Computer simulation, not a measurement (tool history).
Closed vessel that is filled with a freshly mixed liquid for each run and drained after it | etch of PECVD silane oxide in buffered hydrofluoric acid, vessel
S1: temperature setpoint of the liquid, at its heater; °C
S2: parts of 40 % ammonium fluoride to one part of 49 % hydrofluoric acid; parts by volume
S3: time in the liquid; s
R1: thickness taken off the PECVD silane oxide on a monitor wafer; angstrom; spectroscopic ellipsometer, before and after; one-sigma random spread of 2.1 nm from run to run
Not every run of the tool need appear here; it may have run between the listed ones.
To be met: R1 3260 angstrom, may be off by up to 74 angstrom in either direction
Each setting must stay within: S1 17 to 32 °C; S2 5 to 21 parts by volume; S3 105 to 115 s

Run 1, hour 0: S1 24 °C, S2 13 parts by volume, S3 105 s. Result: R1 2897.5 angstrom.
Run 2, hour 5.5: S1 24.5 °C, S2 13 parts by volume, S3 105 s. Result: R1 2976.7 angstrom.
Run 3, hour 9.7: S1 25 °C, S2 13 parts by volume, S3 105 s. Result: R1 3033.9 angstrom.
Run 4, hour 18.3: S1 25 °C, S2 16.5 parts by volume, S3 105 s. Result: R1 2429.2 angstrom.
Run 5, hour 21.3: S1 27.5 °C, S2 16.5 parts by volume, S3 105 s. Result: R1 2809.9 angstrom.
Run 6, hour 28.2: S1 24 °C, S2 16.5 parts by volume, S3 105 s. Result: R1 2277.8 angstrom.
Run 7, hour 33.5: S1 26 °C, S2 16.5 parts by volume, S3 105 s. Result: R1 2576.1 angstrom.
Run 8, hour 40.9: S1 27 °C, S2 16.5 parts by volume, S3 105 s. Result: R1 2704.7 angstrom.
Run 9, hour 48.5: S1 27 °C, S2 16.5 parts by volume, S3 105 s. Result: R1 2709.3 angstrom.
Run 10, hour 55.6: S1 28 °C, S2 16.5 parts by volume, S3 105 s. Result: R1 2856.7 angstrom.

Consider the 5 candidate settings below. Which is the only one whose results all fall within their allowed miss of target?
Run A, hour 62.7: S1 30 °C, S2 15 parts by volume, S3 105 s. Result: R1 ?.
Run B, hour 62.7: S1 27.5 °C, S2 14 parts by volume, S3 115 s. Result: R1 ?.
Run C, hour 62.7: S1 29 °C, S2 16 parts by volume, S3 110 s. Result: R1 ?.
Run D, hour 62.7: S1 26.5 °C, S2 16.5 parts by volume, S3 105 s. Result: R1 ?.
Run E, hour 62.7: S1 25.5 °C, S2 15.5 parts by volume, S3 105 s. Result: R1 ?.

move      R1
   A  3486.1
   B  3578.4
   C  3251.9
   D  2635.5
   E  2655.3
A: takes the biggest miss from the last run beyond its target
B: takes the biggest miss from the last run beyond its target
C: meets every target
D: moves away from the targets compared with the last run
E: moves away from the targets compared with the last run
C is the move that brings every result within its allowed miss.

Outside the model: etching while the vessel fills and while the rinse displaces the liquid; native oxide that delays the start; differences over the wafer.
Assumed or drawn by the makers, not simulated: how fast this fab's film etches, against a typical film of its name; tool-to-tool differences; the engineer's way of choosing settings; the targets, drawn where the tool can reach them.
